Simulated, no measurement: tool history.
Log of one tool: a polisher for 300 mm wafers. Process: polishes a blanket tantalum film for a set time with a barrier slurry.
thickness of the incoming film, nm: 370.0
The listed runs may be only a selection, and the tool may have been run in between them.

run,hour,flow of slurry (ml/min),pressure of the wafer on the pad (psi),speed of the pad under the wafer (cm/s),abrasive content of the slurry,polishing time (s),film removed (Å)
1,0.0,270,1.4,112,1.0,106,1468.6
2,3.7,270,1.3,112,1.0,106,1410.5
3,8.9,270,1.3,112,0.8,106,1300.8
4,10.6,295,1.3,112,0.8,106,1328.4
5,12.7,285,1.3,112,0.8,106,1337.4
6,16.7,275,1.3,112,0.8,106,1308.3
7,21.8,260,1.3,112,0.8,106,1310.1

Predict the results of run 8:
8,27.5,260,1.2,112,0.8,106,?

{"run 8": {"film removed (Å)": 1228.4}}
